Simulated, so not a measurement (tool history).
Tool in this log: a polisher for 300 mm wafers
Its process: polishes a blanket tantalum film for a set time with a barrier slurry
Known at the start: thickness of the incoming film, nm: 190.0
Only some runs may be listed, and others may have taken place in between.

run	hour	flow of slurry (ml/min)	pressure of the wafer on the pad (kPa)	speed of the pad under the wafer (m/s)	abrasive content of the slurry	polishing time (s)	film removed (angstrom)
1	0.0	250	12.4	0.84	1.0	71	1077.90
2	5.0	215	12.4	0.84	1.0	71	1058.20
3	9.7	215	13.8	0.84	1.0	71	1178.00
4	15.2	215	14.5	0.84	1.0	71	1249.00
5	19.8	215	14.5	0.64	1.0	71	943.69
6	26.6	215	15.9	0.66	1.0	71	1099.20
7	32.5	215	19.3	0.68	1.0	71	1328.50
8	36.3	215	19.3	0.70	1.0	71	1371.00

Forecast run 9:
9	43.0	215	19.3	0.72	1.0	71	?

{"run 9": {"film removed (angstrom)": 1442.2}}
